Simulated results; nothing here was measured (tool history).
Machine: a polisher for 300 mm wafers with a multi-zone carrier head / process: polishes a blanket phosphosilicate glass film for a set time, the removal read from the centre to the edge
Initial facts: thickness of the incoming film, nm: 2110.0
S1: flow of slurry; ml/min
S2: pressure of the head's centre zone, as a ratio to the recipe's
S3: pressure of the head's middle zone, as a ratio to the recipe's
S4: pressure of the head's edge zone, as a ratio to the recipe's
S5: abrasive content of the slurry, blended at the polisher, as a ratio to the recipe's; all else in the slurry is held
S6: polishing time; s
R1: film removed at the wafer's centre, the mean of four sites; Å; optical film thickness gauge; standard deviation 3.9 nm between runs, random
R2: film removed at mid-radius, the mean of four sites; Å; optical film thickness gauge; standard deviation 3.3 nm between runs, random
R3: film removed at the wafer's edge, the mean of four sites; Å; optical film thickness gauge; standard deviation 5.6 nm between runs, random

run,day,S1,S2,S3,S4,S5,S6,R1,R2,R3
1,0,160,1,1,1,1,42,3601.2,3597.6,3692.1
2,0.308,160,0.96,1,1,1,42,3405.5,3527.8,3658.4
3,0.333,165,0.97,0.99,1.04,1.1,42,3623.1,3775.8,3909.9
4,0.621,165,0.97,0.99,1.04,1.1,32,2752.7,2798.2,3004.3
5,0.825,165,0.97,0.99,1.1,1.1,32,2761.6,2800.7,2991.2
6,1.117,165,0.97,0.99,1.06,1.1,32,2766.5,2847.2,2961.3
7,1.329,160,0.97,0.95,1.08,1.2,35,3087.5,3039.2,3453.5

The next listed run, before its measurement:
8,1.679,160,0.98,0.95,1.08,1.3,37,?,?,?

Run 8 yielded R1 3435.9 Å, R2 3410.4 Å, R3 3750.6 Å.
